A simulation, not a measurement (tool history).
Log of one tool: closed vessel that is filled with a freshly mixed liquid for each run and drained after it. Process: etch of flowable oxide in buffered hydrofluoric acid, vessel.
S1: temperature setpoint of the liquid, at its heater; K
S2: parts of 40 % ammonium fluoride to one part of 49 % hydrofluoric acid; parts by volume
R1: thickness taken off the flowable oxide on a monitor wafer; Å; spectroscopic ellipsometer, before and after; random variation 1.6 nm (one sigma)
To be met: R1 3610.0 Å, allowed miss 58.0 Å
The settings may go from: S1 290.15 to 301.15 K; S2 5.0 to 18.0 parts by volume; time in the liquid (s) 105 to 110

Run 1, hour 0.0: S1 293.15 K, S2 11.0 parts by volume, time in the liquid (s) 105. Result: R1 2293.3 Å.
Run 2, hour 7.0: S1 294.15 K, S2 11.0 parts by volume, time in the liquid (s) 105. Result: R1 2436.7 Å.
Run 3, hour 15.3: S1 292.65 K, S2 11.0 parts by volume, time in the liquid (s) 105. Result: R1 2230.5 Å.
Run 4, hour 23.9: S1 293.65 K, S2 11.0 parts by volume, time in the liquid (s) 105. Result: R1 2348.2 Å.
Run 5, hour 28.5: S1 293.65 K, S2 11.0 parts by volume, time in the liquid (s) 110. Result: R1 2480.3 Å.
Run 6, hour 37.6: S1 292.15 K, S2 11.0 parts by volume, time in the liquid (s) 110. Result: R1 2262.1 Å.
Run 7, hour 42.5: S1 293.15 K, S2 11.0 parts by volume, time in the liquid (s) 110. Result: R1 2410.6 Å.
Run 8, hour 44.1: S1 297.15 K, S2 11.0 parts by volume, time in the liquid (s) 110. Result: R1 2974.0 Å.
At hour 48.7: thermometer replaced.
Run 9, hour 48.7: S1 297.65 K, S2 11.0 parts by volume, time in the liquid (s) 110. Result: R1 2789.1 Å.

4 next moves are on the table. One of them brings every result within its allowed miss. Which?
Run A, hour 53.3: S1 297.15 K, S2 8.0 parts by volume, time in the liquid (s) 110. Result: R1 ?.
Run B, hour 53.3: S1 296.65 K, S2 8.5 parts by volume, time in the liquid (s) 110. Result: R1 ?.
Run C, hour 53.3: S1 297.65 K, S2 8.0 parts by volume, time in the liquid (s) 110. Result: R1 ?.
Run D, hour 53.3: S1 295.15 K, S2 7.0 parts by volume, time in the liquid (s) 110. Result: R1 ?.

move      R1
   A  3636.4
   B  3313.5
   C  3736.7
   D  3764.5
A: meets every target
B: nearer than the last run, and not there yet
C: takes the result that was furthest off past its target
D: takes the result that was furthest off past its target
The right move is A.
